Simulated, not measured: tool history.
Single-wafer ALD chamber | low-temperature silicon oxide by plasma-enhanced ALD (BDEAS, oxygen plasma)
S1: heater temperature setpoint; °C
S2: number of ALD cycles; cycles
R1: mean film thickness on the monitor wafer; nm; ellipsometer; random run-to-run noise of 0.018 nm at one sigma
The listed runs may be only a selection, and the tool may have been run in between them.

| run | day | S1 | S2 | R1 |
|---|---|---|---|---|
| 1 | 0.000 | 85 | 43 | 6.8470 |
| 2 | 0.346 | 88 | 40 | 6.3364 |
| 3 | 0.429 | 79 | 40 | 6.5214 |
| 4 | 0.754 | 82 | 38 | 6.1393 |
| 5 | 0.979 | 85 | 37 | 5.9356 |
| 6 | 1.017 | 94 | 37 | 5.7469 |
| 7 | 1.121 | 96 | 36 | 5.5688 |
| 8 | 1.400 | 98 | 36 | 5.5490 |
| 9 | 1.588 | 99 | 36 | 5.4961 |
| 10 | 1.738 | 100 | 36 | 5.4877 |
| 11 | 1.917 | 101 | 36 | 5.4961 |

Predict the results of run 12:
| 12 | 2.150 | 102 | 36 | ? |

{"run 12": {"R1": 5.5107}}
